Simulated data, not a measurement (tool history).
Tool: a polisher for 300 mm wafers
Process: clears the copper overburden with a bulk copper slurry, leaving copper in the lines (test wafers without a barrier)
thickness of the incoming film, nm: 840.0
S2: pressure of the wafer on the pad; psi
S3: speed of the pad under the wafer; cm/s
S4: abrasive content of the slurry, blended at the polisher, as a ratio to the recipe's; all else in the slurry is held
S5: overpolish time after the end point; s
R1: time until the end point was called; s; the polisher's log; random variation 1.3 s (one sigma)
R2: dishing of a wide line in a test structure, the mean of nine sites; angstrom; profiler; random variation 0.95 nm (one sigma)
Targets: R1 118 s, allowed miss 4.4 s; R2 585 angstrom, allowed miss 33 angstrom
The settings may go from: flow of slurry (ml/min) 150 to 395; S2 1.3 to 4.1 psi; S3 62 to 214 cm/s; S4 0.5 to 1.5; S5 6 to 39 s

Run 1, hour 0: flow of slurry (ml/min) 250, S2 2.7 psi, S3 138 cm/s, S4 1, S5 20 s. Result: R1 60.997 s, R2 818.03 angstrom.
Run 2, hour 5.2: flow of slurry (ml/min) 250, S2 2.7 psi, S3 152 cm/s, S4 1, S5 20 s. Result: R1 54.272 s, R2 811.38 angstrom.
Run 3, hour 14: flow of slurry (ml/min) 250, S2 2.3 psi, S3 144 cm/s, S4 1, S5 18 s. Result: R1 66.92 s, R2 740.61 angstrom.
Run 4, hour 21.3: flow of slurry (ml/min) 250, S2 2.3 psi, S3 144 cm/s, S4 0.8, S5 18 s. Result: R1 71.454 s, R2 733.08 angstrom.
Run 5, hour 28.4: flow of slurry (ml/min) 250, S2 2 psi, S3 140 cm/s, S4 0.8, S5 17 s. Result: R1 84.147 s, R2 678.92 angstrom.
Run 6, hour 29: flow of slurry (ml/min) 250, S2 2 psi, S3 164 cm/s, S4 0.8, S5 17 s. Result: R1 72.375 s, R2 702.91 angstrom.
Run 7, hour 31: flow of slurry (ml/min) 250, S2 1.8 psi, S3 156 cm/s, S4 0.8, S5 17 s. Result: R1 83.139 s, R2 668.1 angstrom.
Run 8, hour 38.4: flow of slurry (ml/min) 250, S2 1.7 psi, S3 152 cm/s, S4 0.8, S5 17 s. Result: R1 89.144 s, R2 641.77 angstrom.
Run 9, hour 45.4: flow of slurry (ml/min) 250, S2 1.6 psi, S3 148 cm/s, S4 0.8, S5 17 s. Result: R1 94.355 s, R2 616.8 angstrom.
Run 10, hour 48.2: flow of slurry (ml/min) 250, S2 1.5 psi, S3 144 cm/s, S4 0.8, S5 18 s. Result: R1 103.89 s, R2 608.82 angstrom.
Run 11, hour 51.9: flow of slurry (ml/min) 250, S2 1.4 psi, S3 144 cm/s, S4 0.8, S5 18 s. Result: R1 109.38 s, R2 581 angstrom.
Run 12, hour 59.6: flow of slurry (ml/min) 250, S2 1.4 psi, S3 144 cm/s, S4 0.8, S5 19 s. Result: R1 109.67 s, R2 592.97 angstrom.

5 next moves are on the table. One of them brings every result within its allowed miss. Which?
Run A, hour 67.3: flow of slurry (ml/min) 305, S2 1.3 psi, S3 148 cm/s, S4 0.7, S5 19 s. Result: R1 ?, R2 ?.
Run B, hour 67.3: flow of slurry (ml/min) 220, S2 1.5 psi, S3 138 cm/s, S4 0.85, S5 20 s. Result: R1 ?, R2 ?.
Run C, hour 67.3: flow of slurry (ml/min) 315, S2 1.4 psi, S3 144 cm/s, S4 0.8, S5 17 s. Result: R1 ?, R2 ?.
Run D, hour 67.3: flow of slurry (ml/min) 365, S2 1.5 psi, S3 144 cm/s, S4 0.8, S5 17 s. Result: R1 ?, R2 ?.
Run E, hour 67.3: flow of slurry (ml/min) 275, S2 1.5 psi, S3 120 cm/s, S4 0.75, S5 27 s. Result: R1 ?, R2 ?.

move      R1      R2
   A  117.64  575.17
   B  109.88  618.56
   C  109.65   570.8
   D  101.99  595.78
   E  126.34  657.01
A: meets every target
B: as far off as the last run
C: as far off as the last run
D: further off than the last run
E: takes the result that was furthest off past its target
Move A is the one to make.
